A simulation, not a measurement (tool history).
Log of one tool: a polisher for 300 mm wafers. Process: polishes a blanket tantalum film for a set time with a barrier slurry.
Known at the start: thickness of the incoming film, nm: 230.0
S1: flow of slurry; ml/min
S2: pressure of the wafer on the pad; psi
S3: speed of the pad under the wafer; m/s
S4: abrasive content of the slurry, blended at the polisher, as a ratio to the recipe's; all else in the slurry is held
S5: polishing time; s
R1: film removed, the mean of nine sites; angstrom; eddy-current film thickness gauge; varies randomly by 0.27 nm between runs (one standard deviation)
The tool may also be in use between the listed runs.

Run 1, day 0.000: S1 190 ml/min, S2 1.4 psi, S3 0.92 m/s, S4 1.0, S5 54 s. Result: R1 527.66 angstrom.
Run 2, day 0.300: S1 190 ml/min, S2 1.1 psi, S3 0.92 m/s, S4 1.0, S5 54 s. Result: R1 440.98 angstrom.
Run 3, day 0.508: S1 190 ml/min, S2 1.0 psi, S3 0.92 m/s, S4 1.0, S5 54 s. Result: R1 411.11 angstrom.
Run 4, day 0.642: S1 150 ml/min, S2 1.0 psi, S3 0.92 m/s, S4 1.0, S5 54 s. Result: R1 396.96 angstrom.
Run 5, day 0.825: S1 150 ml/min, S2 1.0 psi, S3 0.92 m/s, S4 1.1, S5 54 s. Result: R1 413.31 angstrom.
Run 6, day 1.104: S1 150 ml/min, S2 0.9 psi, S3 0.92 m/s, S4 1.1, S5 54 s. Result: R1 379.38 angstrom.

Run 7 has not been measured yet. What should we expect?
Run 7, day 1.338: S1 145 ml/min, S2 0.8 psi, S3 0.92 m/s, S4 1.1, S5 54 s. Result: R1 ?.

R1: 344.51 angstrom

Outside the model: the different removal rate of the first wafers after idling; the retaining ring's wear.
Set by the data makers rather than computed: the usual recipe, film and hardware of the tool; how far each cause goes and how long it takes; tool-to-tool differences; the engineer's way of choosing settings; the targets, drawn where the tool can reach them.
